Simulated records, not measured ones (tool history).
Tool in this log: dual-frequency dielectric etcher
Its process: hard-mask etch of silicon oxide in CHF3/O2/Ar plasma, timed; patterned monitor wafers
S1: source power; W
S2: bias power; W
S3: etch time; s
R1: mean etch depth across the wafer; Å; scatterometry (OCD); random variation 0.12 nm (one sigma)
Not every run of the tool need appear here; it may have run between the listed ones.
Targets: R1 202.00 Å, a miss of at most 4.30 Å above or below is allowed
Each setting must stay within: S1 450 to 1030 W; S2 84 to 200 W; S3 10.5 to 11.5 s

Run 1, hour 0.0: S1 740 W, S2 142 W, S3 11.5 s. Result: R1 225.65 Å.
Run 2, hour 3.8: S1 700 W, S2 140 W, S3 11.5 s. Result: R1 221.11 Å.
Run 3, hour 5.6: S1 700 W, S2 150 W, S3 11.5 s. Result: R1 221.94 Å.
Run 4, hour 8.8: S1 820 W, S2 150 W, S3 11.5 s. Result: R1 239.05 Å.
Run 5, hour 9.8: S1 820 W, S2 150 W, S3 10.5 s. Result: R1 219.73 Å.
Run 6, hour 17.9: S1 790 W, S2 148 W, S3 10.5 s. Result: R1 214.69 Å.
Run 7, hour 19.2: S1 770 W, S2 146 W, S3 10.5 s. Result: R1 213.09 Å.
Run 8, hour 21.6: S1 750 W, S2 145 W, S3 10.5 s. Result: R1 210.50 Å.
Run 9, hour 26.9: S1 670 W, S2 141 W, S3 10.5 s. Result: R1 195.43 Å.

Exercise: of the 4 proposed moves below, exactly one satisfies all targets within the stated allowed misses. Which move is it?
Run A, hour 32.2: S1 650 W, S2 124 W, S3 10.5 s. Result: R1 ?.
Run B, hour 32.2: S1 710 W, S2 96 W, S3 10.5 s. Result: R1 ?.
Run C, hour 32.2: S1 650 W, S2 129 W, S3 10.5 s. Result: R1 ?.
Run D, hour 32.2: S1 550 W, S2 148 W, S3 11.5 s. Result: R1 ?.

move      R1
   A  188.14
   B  185.04
   C  189.89
   D  199.59
A: lands further from the targets than the last run did
B: lands further from the targets than the last run did
C: lands further from the targets than the last run did
D: in spec on every target
D meets every target.
